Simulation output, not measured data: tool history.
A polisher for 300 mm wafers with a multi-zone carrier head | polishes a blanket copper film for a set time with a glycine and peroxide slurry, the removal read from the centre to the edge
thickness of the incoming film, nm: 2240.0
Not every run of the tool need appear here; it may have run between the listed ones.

run  hour  flow of slurry (ml/min)  pressure of the head's centre zone  pressure of the head's middle zone  pressure of the head's edge zone  polishing time (s)  film removed at the wafer's centre (nm)  film removed at mid-radius (nm)  film removed at the wafer's edge (nm)
  1   0.0                      260                                1.00                                1.00                              1.00                  76                                   452.95                           435.22                                 462.73
  2   1.4                      255                                1.01                                0.98                              0.99                  74                                   445.05                           418.68                                 450.60
  3   2.8                      280                                1.01                                0.98                              0.99                  74                                   451.42                           428.51                                 453.33
  4   7.0                      270                                1.02                                0.96                              0.98                  72                                   434.93                           405.52                                 438.06
  5  11.2                      260                                1.03                                0.94                              0.97                  70                                   418.36                           385.42                                 431.93
  6  18.1                      260                                1.03                                0.94                              1.05                  70                                   423.42                           388.46                                 434.81
     22.3  -- edge zone pressure recalibrated
  7  22.3                      260                                1.05                                0.93                              1.05                  68                                   419.86                           370.42                                 413.98

What will run 8 give?
  8  25.1                      255                                1.06                                0.92                              1.05                  67                                        ?                                ?                                      ?

Run 8 gave film removed at the wafer's centre (nm) 419.90, film removed at mid-radius (nm) 362.09, film removed at the wafer's edge (nm) 402.64.
